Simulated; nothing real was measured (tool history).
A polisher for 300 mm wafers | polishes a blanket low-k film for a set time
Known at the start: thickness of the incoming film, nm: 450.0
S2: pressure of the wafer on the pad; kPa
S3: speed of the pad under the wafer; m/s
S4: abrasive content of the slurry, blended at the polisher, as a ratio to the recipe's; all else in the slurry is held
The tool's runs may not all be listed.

Run 1, hour 0: flow of slurry (ml/min) 255, S2 8.3 kPa, S3 1.06 m/s, S4 1, polishing time (s) 54. Result: film removed (nm) 12.34.
Run 2, hour 4.9: flow of slurry (ml/min) 255, S2 8.3 kPa, S3 1.06 m/s, S4 1.2, polishing time (s) 54. Result: film removed (nm) 13.472.
Run 3, hour 9.1: flow of slurry (ml/min) 250, S2 7.6 kPa, S3 1.04 m/s, S4 1.2, polishing time (s) 54. Result: film removed (nm) 12.621.
Run 4, hour 12.9: flow of slurry (ml/min) 250, S2 7.6 kPa, S3 1.04 m/s, S4 1.2, polishing time (s) 57. Result: film removed (nm) 13.071.
Run 5, hour 15.6: flow of slurry (ml/min) 250, S2 6.9 kPa, S3 1 m/s, S4 1.2, polishing time (s) 57. Result: film removed (nm) 11.817.
Run 6, hour 16.4: flow of slurry (ml/min) 250, S2 8.3 kPa, S3 1 m/s, S4 1.2, polishing time (s) 57. Result: film removed (nm) 13.756.
Run 7, hour 19.3: flow of slurry (ml/min) 235, S2 6.2 kPa, S3 0.84 m/s, S4 1.2, polishing time (s) 57. Result: film removed (nm) 9.6683.
Run 8, hour 25.6: flow of slurry (ml/min) 235, S2 5.5 kPa, S3 0.84 m/s, S4 1.2, polishing time (s) 57. Result: film removed (nm) 8.9599.
Run 9, hour 33.6: flow of slurry (ml/min) 230, S2 4.8 kPa, S3 0.84 m/s, S4 1.2, polishing time (s) 57. Result: film removed (nm) 8.1849.
Run 10, hour 42.1: flow of slurry (ml/min) 225, S2 4.8 kPa, S3 0.84 m/s, S4 1.2, polishing time (s) 57. Result: film removed (nm) 8.1039.
Run 11, hour 51: flow of slurry (ml/min) 220, S2 4.8 kPa, S3 0.84 m/s, S4 1.2, polishing time (s) 57. Result: film removed (nm) 8.1393.
Run 12, hour 59.6: flow of slurry (ml/min) 215, S2 4.8 kPa, S3 0.84 m/s, S4 1.2, polishing time (s) 57. Result: film removed (nm) 8.1503.
Run 13, hour 67.6: flow of slurry (ml/min) 210, S2 4.1 kPa, S3 0.84 m/s, S4 1.2, polishing time (s) 57. Result: film removed (nm) 7.3158.

Run 14 comes next. What will it give?
Run 14, hour 70.6: flow of slurry (ml/min) 220, S2 4.1 kPa, S3 0.84 m/s, S4 1.2, polishing time (s) 57. Result: film removed (nm) ?.

Run 14 gave film removed (nm) 7.372.
